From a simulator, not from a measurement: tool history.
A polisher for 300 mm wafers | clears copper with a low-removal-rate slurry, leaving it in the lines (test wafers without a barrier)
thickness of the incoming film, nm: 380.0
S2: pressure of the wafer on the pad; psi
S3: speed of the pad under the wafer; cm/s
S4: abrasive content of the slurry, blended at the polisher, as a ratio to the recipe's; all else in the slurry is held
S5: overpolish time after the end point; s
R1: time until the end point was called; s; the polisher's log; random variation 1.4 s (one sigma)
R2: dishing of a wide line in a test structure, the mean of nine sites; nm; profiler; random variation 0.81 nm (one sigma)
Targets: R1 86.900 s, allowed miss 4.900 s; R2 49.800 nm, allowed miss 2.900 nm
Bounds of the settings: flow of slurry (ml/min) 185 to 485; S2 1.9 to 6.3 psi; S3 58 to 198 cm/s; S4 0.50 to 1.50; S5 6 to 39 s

Run 1, hour 0.0: flow of slurry (ml/min) 310, S2 4.1 psi, S3 128 cm/s, S4 1.00, S5 20 s. Result: R1 63.509 s, R2 67.043 nm.
Run 2, hour 8.6: flow of slurry (ml/min) 310, S2 4.1 psi, S3 158 cm/s, S4 1.00, S5 20 s. Result: R1 51.237 s, R2 76.564 nm.
Run 3, hour 11.1: flow of slurry (ml/min) 310, S2 3.6 psi, S3 158 cm/s, S4 1.00, S5 20 s. Result: R1 61.372 s, R2 67.475 nm.
Run 4, hour 16.5: flow of slurry (ml/min) 310, S2 3.4 psi, S3 158 cm/s, S4 1.00, S5 20 s. Result: R1 62.382 s, R2 64.600 nm.
Run 5, hour 18.3: flow of slurry (ml/min) 310, S2 2.9 psi, S3 158 cm/s, S4 1.00, S5 20 s. Result: R1 72.474 s, R2 56.906 nm.
Run 6, hour 24.9: flow of slurry (ml/min) 230, S2 2.9 psi, S3 158 cm/s, S4 1.00, S5 20 s. Result: R1 75.066 s, R2 56.615 nm.
Run 7, hour 25.7: flow of slurry (ml/min) 230, S2 2.8 psi, S3 158 cm/s, S4 1.00, S5 20 s. Result: R1 76.097 s, R2 53.530 nm.
Run 8, hour 26.9: flow of slurry (ml/min) 230, S2 2.8 psi, S3 158 cm/s, S4 1.00, S5 20 s. Result: R1 79.033 s, R2 53.305 nm.
Run 9, hour 32.0: flow of slurry (ml/min) 230, S2 2.7 psi, S3 158 cm/s, S4 1.00, S5 20 s. Result: R1 81.466 s, R2 52.884 nm.

Which of these 4 next moves meets every target?
Run A, hour 37.1: flow of slurry (ml/min) 185, S2 3.4 psi, S3 114 cm/s, S4 0.95, S5 19 s. Result: R1 ?, R2 ?.
Run B, hour 37.1: flow of slurry (ml/min) 200, S2 2.8 psi, S3 168 cm/s, S4 1.05, S5 17 s. Result: R1 ?, R2 ?.
Run C, hour 37.1: flow of slurry (ml/min) 250, S2 3.0 psi, S3 148 cm/s, S4 0.90, S5 20 s. Result: R1 ?, R2 ?.
Run D, hour 37.1: flow of slurry (ml/min) 235, S2 2.2 psi, S3 184 cm/s, S4 0.95, S5 18 s. Result: R1 ?, R2 ?.

move      R1      R2
   A  84.652  49.647
   B  73.601  49.926
   C  77.484  54.722
   D  87.002  44.778
A: meets every target
B: further off than the last run
C: further off than the last run
D: brings the result that was furthest off to its target, and leaves another outside
Answer: A
